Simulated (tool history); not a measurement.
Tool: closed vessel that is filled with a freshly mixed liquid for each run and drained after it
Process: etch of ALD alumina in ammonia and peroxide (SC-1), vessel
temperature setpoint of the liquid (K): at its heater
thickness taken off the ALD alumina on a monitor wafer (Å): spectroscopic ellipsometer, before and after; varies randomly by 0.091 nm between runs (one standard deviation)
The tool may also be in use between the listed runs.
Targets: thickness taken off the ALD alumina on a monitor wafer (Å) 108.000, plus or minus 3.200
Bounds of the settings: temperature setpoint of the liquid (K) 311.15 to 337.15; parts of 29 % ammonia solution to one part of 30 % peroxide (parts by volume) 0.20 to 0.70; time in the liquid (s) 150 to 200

run,day,temperature setpoint of the liquid (K),parts of 29 % ammonia solution to one part of 30 % peroxide (parts by volume),time in the liquid (s),thickness taken off the ALD alumina on a monitor wafer (Å)
1,0.000,321.15,0.40,200,62.363
2,0.304,321.15,0.50,200,63.821
3,0.462,324.15,0.50,200,75.393
4,0.529,324.15,0.40,200,74.632
5,0.583,329.65,0.40,200,99.338
6,0.962,326.65,0.40,200,86.132
7,1.088,328.15,0.40,200,92.194
8,1.125,329.15,0.40,200,96.874
9,1.475,329.65,0.40,200,100.230
10,1.646,330.15,0.40,200,100.560
11,1.767,330.65,0.40,200,102.890

5 next moves are on the table. One of them brings every result within its allowed miss. Which?
A,1.888,332.15,0.40,200,?
B,1.888,337.15,0.40,155,?
C,1.888,331.15,0.40,200,?
D,1.888,333.15,0.40,195,?
E,1.888,333.15,0.25,200,?

move,thickness taken off the ALD alumina on a monitor wafer (Å)
A,114.280
B,114.200
C,108.500
D,117.320
E,115.080
A: pushes the last run's worst result past its target
B: pushes the last run's worst result past its target
C: all results land within tolerance of their targets
D: pushes the last run's worst result past its target
E: pushes the last run's worst result past its target
Go with C: it meets all targets.

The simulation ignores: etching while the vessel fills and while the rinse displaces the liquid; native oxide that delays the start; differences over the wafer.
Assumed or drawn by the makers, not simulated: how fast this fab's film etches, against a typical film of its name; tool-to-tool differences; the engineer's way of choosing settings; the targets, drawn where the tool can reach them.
